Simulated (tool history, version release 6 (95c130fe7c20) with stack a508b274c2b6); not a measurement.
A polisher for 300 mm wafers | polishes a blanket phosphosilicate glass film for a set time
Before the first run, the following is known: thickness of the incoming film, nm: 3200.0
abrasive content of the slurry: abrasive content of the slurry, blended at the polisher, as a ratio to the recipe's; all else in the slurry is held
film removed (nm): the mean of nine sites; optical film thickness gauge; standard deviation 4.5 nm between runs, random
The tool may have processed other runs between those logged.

run	hour	flow of slurry (ml/min)	pressure of the wafer on the pad (psi)	speed of the pad under the wafer (m/s)	abrasive content of the slurry	polishing time (s)	film removed (nm)
1	0	310	3.8	1.08	1	36	437.4
2	6	370	3.8	1.08	1	36	443.92
3	11.9	370	3.6	1.08	1	36	415.69
4	19.3	400	3.6	1.08	1	36	421.55
5	25.1	430	3.6	1.08	1	36	421.75
6	25.7	430	3.4	1.08	1	36	410.05
7	31.4	430	3.2	1.08	1	36	376.18

The next listed run, before its measurement:
8	35.3	430	3.1	1.08	1	36	?

{"run 8": {"film removed (nm)": 366.09}}

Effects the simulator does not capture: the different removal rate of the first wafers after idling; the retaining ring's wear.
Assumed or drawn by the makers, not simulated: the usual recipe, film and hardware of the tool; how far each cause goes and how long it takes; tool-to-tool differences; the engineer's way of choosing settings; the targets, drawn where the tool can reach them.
